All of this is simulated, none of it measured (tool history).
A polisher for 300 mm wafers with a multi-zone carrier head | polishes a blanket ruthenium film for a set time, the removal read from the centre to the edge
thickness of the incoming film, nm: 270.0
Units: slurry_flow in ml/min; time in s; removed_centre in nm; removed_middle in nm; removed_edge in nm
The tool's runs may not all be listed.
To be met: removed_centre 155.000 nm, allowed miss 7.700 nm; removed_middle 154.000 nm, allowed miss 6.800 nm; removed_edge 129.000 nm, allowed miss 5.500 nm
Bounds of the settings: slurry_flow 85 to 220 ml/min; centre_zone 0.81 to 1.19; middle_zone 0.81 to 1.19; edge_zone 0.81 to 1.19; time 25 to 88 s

run	hour	slurry_flow	centre_zone	middle_zone	edge_zone	time	removed_centre	removed_middle	removed_edge
1	0.0	140	1.00	1.00	1.00	56	94.841	93.577	94.552
2	7.4	150	1.03	1.04	1.00	59	104.780	105.960	99.957
3	14.3	160	1.06	1.06	1.01	61	110.710	110.710	108.300
4	21.7	160	1.06	1.06	1.01	51	94.765	91.531	88.875
5	27.4	165	1.09	1.08	0.99	55	103.840	101.000	94.662
6	30.5	170	1.11	1.10	0.98	59	113.770	111.040	102.640
7	34.3	175	1.13	1.12	0.97	62	120.950	119.260	107.260
8	42.9	180	1.14	1.13	0.96	64	126.180	126.920	108.580
9	50.1	185	1.15	1.13	0.96	66	132.680	127.570	111.800
10	52.9	185	1.16	1.14	0.96	68	138.390	137.110	115.580
11	54.8	185	1.17	1.14	0.97	69	143.850	135.290	117.900
12	55.6	185	1.17	1.15	0.97	70	142.370	136.920	122.390
13	58.9	190	1.17	1.16	0.96	71	148.230	144.840	122.030
14	62.6	190	1.17	1.17	0.97	71	145.810	142.740	121.880
15	69.1	190	1.17	1.17	0.97	72	149.220	142.890	120.960
16	76.3	190	1.17	1.16	0.96	73	152.630	143.890	127.230

4 next moves are on the table. One of them brings every result within its allowed miss. Which?
A	83.5	185	1.18	1.19	0.95	75	?	?	?
B	83.5	170	1.12	1.05	0.98	76	?	?	?
C	83.5	200	1.03	1.19	0.93	74	?	?	?
D	83.5	165	1.08	1.03	0.99	77	?	?	?

move	removed_centre	removed_middle	removed_edge
A	155.070	153.210	126.780
B	146.840	137.720	129.240
C	135.080	152.950	124.960
D	142.650	136.660	131.120
A: meets every target
B: further off than the last run
C: brings the result that was furthest off to its target, and leaves another outside
D: further off than the last run
Answer: A
